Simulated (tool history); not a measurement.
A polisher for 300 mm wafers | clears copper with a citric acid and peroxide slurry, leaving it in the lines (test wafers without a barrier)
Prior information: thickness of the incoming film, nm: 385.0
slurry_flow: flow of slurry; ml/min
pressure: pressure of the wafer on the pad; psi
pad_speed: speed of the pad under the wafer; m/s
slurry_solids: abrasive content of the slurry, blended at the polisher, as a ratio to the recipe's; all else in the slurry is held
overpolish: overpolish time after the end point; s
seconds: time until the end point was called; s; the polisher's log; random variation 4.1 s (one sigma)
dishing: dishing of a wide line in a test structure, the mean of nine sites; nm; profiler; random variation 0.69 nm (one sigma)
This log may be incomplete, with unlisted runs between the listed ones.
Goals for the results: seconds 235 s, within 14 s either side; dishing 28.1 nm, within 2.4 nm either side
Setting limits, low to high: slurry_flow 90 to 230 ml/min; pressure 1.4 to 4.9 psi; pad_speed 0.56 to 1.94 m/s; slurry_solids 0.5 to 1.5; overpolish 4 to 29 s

{"run": 1, "hour": 0.0, "slurry_flow": 150, "pressure": 3.1, "pad_speed": 1.24, "slurry_solids": 1, "overpolish": 15, "seconds": 151.12, "dishing": 27.263}
{"run": 2, "hour": 8.3, "slurry_flow": 150, "pressure": 3.1, "pad_speed": 1.24, "slurry_solids": 1.15, "overpolish": 15, "seconds": 147.74, "dishing": 28.163}
{"run": 3, "hour": 14.5, "slurry_flow": 165, "pressure": 3.1, "pad_speed": 1.24, "slurry_solids": 1.15, "overpolish": 15, "seconds": 147.08, "dishing": 28.285}
{"run": 4, "hour": 18.1, "slurry_flow": 165, "pressure": 3.1, "pad_speed": 1.46, "slurry_solids": 1.15, "overpolish": 15, "seconds": 121.62, "dishing": 31.626}
{"run": 5, "hour": 20.2, "slurry_flow": 165, "pressure": 3.1, "pad_speed": 1.16, "slurry_solids": 1.15, "overpolish": 15, "seconds": 156.52, "dishing": 26.503}
{"run": 6, "hour": 21.5, "slurry_flow": 165, "pressure": 3.1, "pad_speed": 0.94, "slurry_solids": 1.15, "overpolish": 15, "seconds": 186.21, "dishing": 22.252}
{"run": 7, "hour": 23.3, "slurry_flow": 165, "pressure": 2.9, "pad_speed": 0.94, "slurry_solids": 1.15, "overpolish": 17, "seconds": 196.89, "dishing": 24.009}
{"run": 8, "hour": 30.8, "slurry_flow": 165, "pressure": 2.9, "pad_speed": 0.94, "slurry_solids": 1.15, "overpolish": 17, "seconds": 196.26, "dishing": 24.105}
{"run": 9, "hour": 38.6, "slurry_flow": 165, "pressure": 2.7, "pad_speed": 0.94, "slurry_solids": 1.15, "overpolish": 18, "seconds": 200.28, "dishing": 24.525}
{"run": 10, "hour": 47.3, "slurry_flow": 165, "pressure": 2.5, "pad_speed": 0.92, "slurry_solids": 1.15, "overpolish": 20, "seconds": 218.97, "dishing": 26.504}

Exercise: of the 4 proposed moves below, exactly one satisfies all targets within the stated allowed misses. Which move is it?
{"run": "A", "hour": 56.0, "slurry_flow": 195, "pressure": 2.2, "pad_speed": 1.02, "slurry_solids": 1.1, "overpolish": 23, "seconds": "?", "dishing": "?"}
{"run": "B", "hour": 56.0, "slurry_flow": 170, "pressure": 2.4, "pad_speed": 0.88, "slurry_solids": 1.1, "overpolish": 18, "seconds": "?", "dishing": "?"}
{"run": "C", "hour": 56.0, "slurry_flow": 215, "pressure": 1.4, "pad_speed": 1.04, "slurry_solids": 1.4, "overpolish": 24, "seconds": "?", "dishing": "?"}
{"run": "D", "hour": 56.0, "slurry_flow": 170, "pressure": 2.7, "pad_speed": 0.94, "slurry_solids": 1.2, "overpolish": 23, "seconds": "?", "dishing": "?"}

move=A seconds=203.3 dishing=29.906
move=B seconds=228.6 dishing=21.685
move=C seconds=230.23 dishing=27.611
move=D seconds=198.27 dishing=30.702
A: misses by more than the last run did
B: corrects the largest miss of the last run, while another result sits out of spec
C: all results in spec
D: misses by more than the last run did
The move that meets every target is C.
